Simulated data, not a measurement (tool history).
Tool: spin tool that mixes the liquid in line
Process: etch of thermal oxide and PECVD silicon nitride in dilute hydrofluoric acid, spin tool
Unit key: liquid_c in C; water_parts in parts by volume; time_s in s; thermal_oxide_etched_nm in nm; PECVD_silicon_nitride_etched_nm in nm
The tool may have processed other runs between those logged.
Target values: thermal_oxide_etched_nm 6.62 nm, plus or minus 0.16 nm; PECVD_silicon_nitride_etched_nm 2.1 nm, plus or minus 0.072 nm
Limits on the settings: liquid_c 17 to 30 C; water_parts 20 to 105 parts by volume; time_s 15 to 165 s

run  hour  liquid_c  water_parts  time_s  thermal_oxide_etched_nm  PECVD_silicon_nitride_etched_nm
  1     0        22           55      85                   6.8443                           2.3728
  2     4        22           55     100                    7.995                           2.8537
  3   6.8      20.5           55     100                    7.466                           2.5545
  4  13.6      20.5           55     115                   8.6135                           2.8868
     14.4  -- hydrofluoric acid flow meter replaced
  5  14.4      19.5           55     115                   9.0883                           3.0674
  6  19.4      18.5           60     115                   7.9337                           2.5742
  7  25.7      18.5           60     115                   7.9715                            2.588
  8  32.2      18.5           60     115                   8.0273                           2.5634
  9  39.9      18.5           65     115                   7.2132                           2.3435
 10  44.8        18           65     115                   7.0953                           2.3131

Which one of the following 5 next-run settings gets every result inside its allowed miss? There is exactly one.
  A  49.7        17           75     130                        ?                                ?
  B  49.7      24.5           75     100                        ?                                ?
  C  49.7        20           70     120                        ?                                ?
  D  49.7        17           65     120                        ?                                ?
  E  49.7      20.5           80     115                        ?                                ?

move  thermal_oxide_etched_nm  PECVD_silicon_nitride_etched_nm
   A                    6.589                           2.1002
   B                   6.9188                           2.6978
   C                   7.4412                           2.5549
   D                   7.0946                           2.2273
   E                   6.2971                           2.2243
A: each result inside its tolerance
B: the biggest miss grows against the last run
C: the biggest miss grows against the last run
D: neither nearer nor further off than the last run
E: the result that was furthest off in the last run now lies on the other side of its target
A is the move that brings every result within its allowed miss.

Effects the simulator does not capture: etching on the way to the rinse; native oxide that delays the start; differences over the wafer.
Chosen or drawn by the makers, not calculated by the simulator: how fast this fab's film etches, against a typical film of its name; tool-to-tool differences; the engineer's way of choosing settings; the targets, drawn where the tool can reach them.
